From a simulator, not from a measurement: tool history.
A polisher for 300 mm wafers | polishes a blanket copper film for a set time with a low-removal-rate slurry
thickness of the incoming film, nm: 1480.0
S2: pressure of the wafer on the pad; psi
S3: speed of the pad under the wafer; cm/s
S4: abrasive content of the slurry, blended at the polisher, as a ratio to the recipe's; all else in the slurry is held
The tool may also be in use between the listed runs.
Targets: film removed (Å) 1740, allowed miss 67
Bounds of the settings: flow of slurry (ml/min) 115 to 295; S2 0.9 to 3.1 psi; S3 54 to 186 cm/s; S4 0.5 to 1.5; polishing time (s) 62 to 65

{"run": 1, "day": 0.0, "flow of slurry (ml/min)": 190, "S2": 2, "S3": 118, "S4": 1, "polishing time (s)": 62, "film removed (Å)": 1377.1}
{"run": 2, "day": 0.292, "flow of slurry (ml/min)": 190, "S2": 2, "S3": 118, "S4": 0.9, "polishing time (s)": 62, "film removed (Å)": 1349.4}
{"run": 3, "day": 0.508, "flow of slurry (ml/min)": 190, "S2": 2, "S3": 118, "S4": 1, "polishing time (s)": 62, "film removed (Å)": 1389.8}
{"run": 4, "day": 0.642, "flow of slurry (ml/min)": 190, "S2": 1.6, "S3": 118, "S4": 1, "polishing time (s)": 62, "film removed (Å)": 1120.4}
{"run": 5, "day": 0.95, "flow of slurry (ml/min)": 190, "S2": 1.8, "S3": 118, "S4": 1, "polishing time (s)": 62, "film removed (Å)": 1271.3}
{"run": 6, "day": 1.083, "flow of slurry (ml/min)": 190, "S2": 1.8, "S3": 134, "S4": 1, "polishing time (s)": 62, "film removed (Å)": 1365.6}
{"run": 7, "day": 1.321, "flow of slurry (ml/min)": 190, "S2": 1.9, "S3": 134, "S4": 1, "polishing time (s)": 62, "film removed (Å)": 1453.7}
{"run": 8, "day": 1.492, "flow of slurry (ml/min)": 190, "S2": 2, "S3": 134, "S4": 1, "polishing time (s)": 62, "film removed (Å)": 1530.3}
{"run": 9, "day": 1.742, "flow of slurry (ml/min)": 190, "S2": 2.1, "S3": 134, "S4": 1, "polishing time (s)": 62, "film removed (Å)": 1609.8}

Which of these 4 next moves meets every target?
{"run": "A", "day": 1.992, "flow of slurry (ml/min)": 205, "S2": 2.3, "S3": 118, "S4": 0.75, "polishing time (s)": 62, "film removed (Å)": "?"}
{"run": "B", "day": 1.992, "flow of slurry (ml/min)": 210, "S2": 2, "S3": 156, "S4": 0.75, "polishing time (s)": 65, "film removed (Å)": "?"}
{"run": "C", "day": 1.992, "flow of slurry (ml/min)": 295, "S2": 2.3, "S3": 96, "S4": 1.2, "polishing time (s)": 64, "film removed (Å)": "?"}
{"run": "D", "day": 1.992, "flow of slurry (ml/min)": 170, "S2": 1.6, "S3": 144, "S4": 1.2, "polishing time (s)": 62, "film removed (Å)": "?"}

move=A film_removed_(Å)=1486.5
move=B film_removed_(Å)=1690.9
move=C film_removed_(Å)=1527.8
move=D film_removed_(Å)=1325
A: further off than the last run
B: meets every target
C: further off than the last run
D: further off than the last run
Move B is the one to make.

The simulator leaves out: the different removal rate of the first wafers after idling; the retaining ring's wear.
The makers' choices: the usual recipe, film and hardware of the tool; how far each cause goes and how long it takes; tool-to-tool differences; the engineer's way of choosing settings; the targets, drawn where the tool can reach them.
